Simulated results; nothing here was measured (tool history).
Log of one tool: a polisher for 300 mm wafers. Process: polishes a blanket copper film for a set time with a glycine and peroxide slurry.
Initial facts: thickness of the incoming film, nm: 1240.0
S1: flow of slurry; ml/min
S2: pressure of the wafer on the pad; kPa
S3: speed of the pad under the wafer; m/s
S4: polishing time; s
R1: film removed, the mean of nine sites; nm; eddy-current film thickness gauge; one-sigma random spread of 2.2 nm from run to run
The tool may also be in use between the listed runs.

| run | day | S1 | S2 | S3 | S4 | R1 |
|---|---|---|---|---|---|---|
| 1 | 0.000 | 165 | 20.0 | 1.08 | 40 | 246.37 |
| 2 | 0.025 | 165 | 20.0 | 1.08 | 36 | 221.89 |
| 3 | 0.246 | 165 | 20.0 | 1.08 | 40 | 257.81 |
| 4 | 0.471 | 185 | 20.0 | 1.08 | 40 | 250.94 |
| 5 | 0.725 | 185 | 17.2 | 1.06 | 40 | 223.79 |
| 6 | 0.871 | 205 | 17.2 | 1.06 | 40 | 219.54 |
| 7 | 1.021 | 205 | 15.2 | 1.04 | 40 | 197.99 |

Run 8 is up next; what results do you expect?
| 8 | 1.275 | 200 | 10.3 | 1.02 | 40 | ? |

Run 8 gave R1 142.90 nm.

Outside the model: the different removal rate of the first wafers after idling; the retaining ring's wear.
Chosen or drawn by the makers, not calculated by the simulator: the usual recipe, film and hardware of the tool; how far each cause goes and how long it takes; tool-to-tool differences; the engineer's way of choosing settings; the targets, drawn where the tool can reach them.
